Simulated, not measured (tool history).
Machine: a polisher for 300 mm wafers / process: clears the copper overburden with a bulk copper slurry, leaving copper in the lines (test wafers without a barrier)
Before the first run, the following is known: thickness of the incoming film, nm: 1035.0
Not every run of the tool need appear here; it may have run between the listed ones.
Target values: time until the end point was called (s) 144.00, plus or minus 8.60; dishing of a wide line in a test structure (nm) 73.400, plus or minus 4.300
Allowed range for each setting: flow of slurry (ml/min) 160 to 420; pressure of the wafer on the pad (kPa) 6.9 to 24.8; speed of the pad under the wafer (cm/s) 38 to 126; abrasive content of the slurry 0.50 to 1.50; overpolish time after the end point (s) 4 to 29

run	hour	flow of slurry (ml/min)	pressure of the wafer on the pad (kPa)	speed of the pad under the wafer (cm/s)	abrasive content of the slurry	overpolish time after the end point (s)	time until the end point was called (s)	dishing of a wide line in a test structure (nm)
1	0.0	270	15.9	82	1.00	15	192.25	45.086
2	7.1	270	15.9	98	1.00	15	158.07	51.800
3	11.0	270	15.9	110	1.00	15	142.94	54.673
4	12.4	270	15.9	110	1.00	16	144.15	57.332
5	15.7	270	15.9	110	1.00	17	148.26	58.958
6	17.6	270	16.5	110	1.00	19	133.82	63.079
7	21.4	270	16.5	110	1.00	20	134.70	65.051
8	25.3	270	16.5	110	1.00	21	137.76	66.967
9	26.1	270	15.9	110	1.00	23	141.22	69.025

Which of these 4 next moves meets every target?
A	26.9	280	15.9	108	1.05	19	?	?
B	26.9	260	15.2	96	1.05	25	?	?
C	26.9	260	13.1	104	1.15	24	?	?
D	26.9	230	15.9	114	0.95	26	?	?

move	time until the end point was called (s)	dishing of a wide line in a test structure (nm)
A	139.58	62.763
B	163.51	65.901
C	165.29	62.909
D	139.47	72.070
A: misses by more than the last run did
B: misses by more than the last run did
C: misses by more than the last run did
D: all results land within tolerance of their targets
Move D is the one to make.

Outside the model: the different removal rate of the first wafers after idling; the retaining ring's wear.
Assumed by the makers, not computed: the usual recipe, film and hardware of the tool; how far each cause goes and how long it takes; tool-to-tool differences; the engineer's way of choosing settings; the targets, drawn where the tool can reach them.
